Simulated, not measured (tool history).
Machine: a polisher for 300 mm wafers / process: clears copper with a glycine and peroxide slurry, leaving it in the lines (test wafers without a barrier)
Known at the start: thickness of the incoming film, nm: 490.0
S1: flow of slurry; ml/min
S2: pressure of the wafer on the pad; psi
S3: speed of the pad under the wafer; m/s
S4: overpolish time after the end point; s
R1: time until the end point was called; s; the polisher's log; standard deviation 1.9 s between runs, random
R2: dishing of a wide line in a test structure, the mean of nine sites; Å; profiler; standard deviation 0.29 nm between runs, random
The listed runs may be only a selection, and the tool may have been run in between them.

run,day,S1,S2,S3,S4,R1,R2
1,0.000,170,2.4,1.00,11,97.697,374.56
2,0.167,165,2.2,1.00,11,103.490,362.67
3,0.362,165,1.8,1.00,11,109.810,340.26
4,0.592,160,1.7,0.96,11,117.980,322.20
5,0.925,160,1.6,0.94,11,124.040,304.75
6,0.967,120,1.6,0.94,11,128.860,291.72
7,1.283,120,1.5,0.94,11,135.430,284.79
8,1.612,120,1.4,0.94,11,137.730,267.51

Estimate the outcome of run 9 from the log above:
9,1.825,120,1.4,0.94,11,?,?

Logged for run 9: R1 138.770 s, R2 277.15 Å.

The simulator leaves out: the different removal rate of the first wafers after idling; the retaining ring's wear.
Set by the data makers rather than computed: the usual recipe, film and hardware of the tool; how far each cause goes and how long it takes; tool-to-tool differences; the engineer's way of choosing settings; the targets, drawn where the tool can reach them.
